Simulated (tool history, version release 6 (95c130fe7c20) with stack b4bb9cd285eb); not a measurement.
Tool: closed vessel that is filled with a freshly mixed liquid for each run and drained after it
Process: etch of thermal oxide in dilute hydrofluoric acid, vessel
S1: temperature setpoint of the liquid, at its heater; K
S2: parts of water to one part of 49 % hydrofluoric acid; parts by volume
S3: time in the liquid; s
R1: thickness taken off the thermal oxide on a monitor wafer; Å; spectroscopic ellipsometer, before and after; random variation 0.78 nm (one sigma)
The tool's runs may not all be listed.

| run | hour | S1 | S2 | S3 | R1 |
|---|---|---|---|---|---|
| 1 | 0 | 298.15 | 190 | 2370 | 579.25 |
| 2 | 7.1 | 298.15 | 245 | 2370 | 425.24 |
| 3 | 15.7 | 299.65 | 215 | 2370 | 523.55 |
| 4 | 18.1 | 299.65 | 265 | 2370 | 401.5 |
| 5 | 24.3 | 299.65 | 240 | 2370 | 458.7 |
| 6 | 34 | 300.65 | 210 | 2370 | 562.34 |
| 7 | 40.8 | 304.65 | 135 | 2380 | 1106.8 |
| 8 | 43.4 | 305.15 | 130 | 2380 | 1171.2 |

The next listed run, before its measurement:
| 9 | 47 | 305.15 | 125 | 2380 | ? |

R1: 1239.2 Å
